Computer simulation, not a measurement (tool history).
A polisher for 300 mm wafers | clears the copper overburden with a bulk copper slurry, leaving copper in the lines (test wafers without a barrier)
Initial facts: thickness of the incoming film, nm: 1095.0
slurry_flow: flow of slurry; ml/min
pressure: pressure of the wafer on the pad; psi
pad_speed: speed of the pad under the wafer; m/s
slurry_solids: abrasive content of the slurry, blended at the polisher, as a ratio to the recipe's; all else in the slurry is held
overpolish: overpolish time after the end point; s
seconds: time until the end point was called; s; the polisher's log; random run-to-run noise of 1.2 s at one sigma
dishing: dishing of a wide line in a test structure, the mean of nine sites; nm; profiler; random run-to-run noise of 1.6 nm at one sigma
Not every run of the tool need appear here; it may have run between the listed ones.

run  hour  slurry_flow  pressure  pad_speed  slurry_solids  overpolish  seconds  dishing
  1     0          180       2.7       1.04              1          20    135.1   83.219
  2   2.8          180       2.7       1.04            1.1          20   134.51   81.751
  3   6.9          180       3.1       1.06           1.15          16   114.97   80.287
  4  10.1          185       3.4        1.1           1.15          13   105.68   75.854
  5  12.1          185       3.4       0.84           1.15          13   128.69   61.552
  6  17.7          185       3.4       0.66           1.15          13   156.13   55.058
  7  22.5          200       4.1       0.94            1.2           9   99.659   57.434
  8  26.1          200       4.1       1.06            1.2          10   90.593   71.943
  9    33          230       4.1        1.3           1.35           6   71.516   56.884
 10  37.4          215       4.1       1.32           1.25           7   74.047   62.343
 11  43.1          190         4       1.48            1.1          13    69.94   99.545

Expected results for the next run?
 12  49.2          200       3.9       1.48           1.15          13        ?        ?

seconds: 70.601 s
dishing: 96.865 nm

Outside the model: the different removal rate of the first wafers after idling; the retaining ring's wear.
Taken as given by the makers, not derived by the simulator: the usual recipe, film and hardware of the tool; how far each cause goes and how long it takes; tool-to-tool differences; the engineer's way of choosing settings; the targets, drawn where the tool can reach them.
